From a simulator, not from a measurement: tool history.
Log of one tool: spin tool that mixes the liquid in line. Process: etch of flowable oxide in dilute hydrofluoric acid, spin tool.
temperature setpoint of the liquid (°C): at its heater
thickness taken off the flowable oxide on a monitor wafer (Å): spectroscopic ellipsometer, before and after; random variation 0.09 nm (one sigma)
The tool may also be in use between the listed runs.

run,hour,temperature setpoint of the liquid (°C),parts of water to one part of 49 % hydrofluoric acid (parts by volume),time under the liquid (s),thickness taken off the flowable oxide on a monitor wafer (Å)
1,0.0,21.0,265,90,84.793
2,7.3,22.5,260,90,92.531
3,10.5,21.0,260,90,87.171
4,11.6,22.5,260,90,92.087
5,18.1,23.5,255,90,97.825
6,25.6,23.5,255,95,103.330
7,29.9,24.5,250,95,107.790
8,33.4,25.0,245,95,113.740
9,34.9,25.5,245,95,114.800
10,41.9,26.0,245,95,118.290
11,48.8,26.5,245,95,120.730

The next listed run, before its measurement:
12,54.7,27.0,245,95,?

{"run 12": {"thickness taken off the flowable oxide on a monitor wafer (Å)": 122.47}}
